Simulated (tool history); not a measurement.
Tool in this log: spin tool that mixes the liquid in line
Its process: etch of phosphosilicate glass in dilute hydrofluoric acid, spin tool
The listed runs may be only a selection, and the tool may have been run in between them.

| run | day | temperature setpoint of the liquid (K) | parts of water to one part of 49 % hydrofluoric acid (parts by volume) | time under the liquid (s) | thickness taken off the phosphosilicate glass on a monitor wafer (angstrom) |
|---|---|---|---|---|---|
| 1 | 0 | 297.15 | 180 | 15 | 135.56 |
| 2 | 0.258 | 295.15 | 185 | 15 | 121.45 |
| 3 | 0.375 | 295.15 | 185 | 15 | 122.04 |
| 4 | 0.488 | 295.15 | 185 | 15 | 122.27 |
| 5 | 0.779 | 295.15 | 140 | 15 | 171 |
| 6 | 1.046 | 292.15 | 140 | 15 | 151.98 |
| 7 | 1.175 | 291.65 | 155 | 15 | 130.7 |
| 8 | 1.546 | 291.15 | 165 | 15 | 121.15 |

Run 9 comes next. What will it give?
| 9 | 1.683 | 290.65 | 170 | 15 | ? |

thickness taken off the phosphosilicate glass on a monitor wafer (angstrom): 113.98

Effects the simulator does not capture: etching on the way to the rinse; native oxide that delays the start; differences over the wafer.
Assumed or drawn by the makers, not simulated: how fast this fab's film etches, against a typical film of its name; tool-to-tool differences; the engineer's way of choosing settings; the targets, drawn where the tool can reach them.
